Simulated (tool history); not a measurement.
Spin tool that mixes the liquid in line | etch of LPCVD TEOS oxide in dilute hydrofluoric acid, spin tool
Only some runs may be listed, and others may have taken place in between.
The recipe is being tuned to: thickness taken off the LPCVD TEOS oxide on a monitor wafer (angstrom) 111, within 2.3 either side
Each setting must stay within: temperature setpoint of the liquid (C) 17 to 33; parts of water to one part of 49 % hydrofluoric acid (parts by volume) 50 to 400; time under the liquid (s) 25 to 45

| run | day | temperature setpoint of the liquid (C) | parts of water to one part of 49 % hydrofluoric acid (parts by volume) | time under the liquid (s) | thickness taken off the LPCVD TEOS oxide on a monitor wafer (angstrom) |
|---|---|---|---|---|---|
| 1 | 0 | 25 | 225 | 45 | 44.553 |
| 2 | 0.212 | 26 | 210 | 45 | 50.39 |
| 3 | 0.317 | 26 | 210 | 45 | 50.427 |
| 4 | 0.462 | 26 | 130 | 45 | 89.653 |
| 5 | 0.617 | 27 | 130 | 45 | 92.6 |
| 6 | 0.946 | 27.5 | 130 | 45 | 94.078 |
| 7 | 1.008 | 28 | 130 | 45 | 96.734 |
| 8 | 1.383 | 28.5 | 130 | 45 | 98.588 |
| 9 | 1.417 | 29 | 130 | 45 | 100.11 |
| 10 | 1.675 | 29.5 | 130 | 45 | 102.41 |
| 11 | 1.771 | 30 | 130 | 45 | 102.48 |
| 12 | 2.117 | 30.5 | 130 | 45 | 105.19 |

Below are 4 possible settings for the next run. Only one of them brings all results inside the allowed miss of their targets. Which is it?
| A | 2.462 | 30.5 | 120 | 45 | ? |
| B | 2.462 | 30 | 135 | 45 | ? |
| C | 2.462 | 29.5 | 130 | 45 | ? |
| D | 2.462 | 32 | 130 | 45 | ? |

| move | thickness taken off the LPCVD TEOS oxide on a monitor wafer (angstrom) |
|---|---|
| A | 114.68 |
| B | 98.073 |
| C | 100.67 |
| D | 110.23 |
A: carries the result that was furthest off beyond its target, to the other side
B: misses by more than the last run did
C: misses by more than the last run did
D: in spec on every target
D is the move that brings every result within its allowed miss.
